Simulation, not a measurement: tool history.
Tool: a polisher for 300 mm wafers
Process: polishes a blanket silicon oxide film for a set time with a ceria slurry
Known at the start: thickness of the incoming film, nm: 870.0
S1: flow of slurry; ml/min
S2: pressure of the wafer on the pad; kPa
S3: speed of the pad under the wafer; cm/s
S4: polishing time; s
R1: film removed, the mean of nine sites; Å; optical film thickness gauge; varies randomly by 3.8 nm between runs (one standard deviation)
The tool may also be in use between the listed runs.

run,hour,S1,S2,S3,S4,R1
1,0.0,165,20.0,106,90,4506.7
2,1.2,165,16.5,106,90,3849.9
3,2.1,165,15.9,106,90,3702.0
4,9.8,165,15.2,106,90,3617.9
5,13.5,190,15.2,106,90,3704.9
6,17.0,185,14.5,106,90,3638.6
7,17.6,175,13.8,106,90,3491.3

Run 8 is up next; what results do you expect?
8,18.5,170,13.1,106,90,?

Run 8 came out at R1 3314.1 Å.

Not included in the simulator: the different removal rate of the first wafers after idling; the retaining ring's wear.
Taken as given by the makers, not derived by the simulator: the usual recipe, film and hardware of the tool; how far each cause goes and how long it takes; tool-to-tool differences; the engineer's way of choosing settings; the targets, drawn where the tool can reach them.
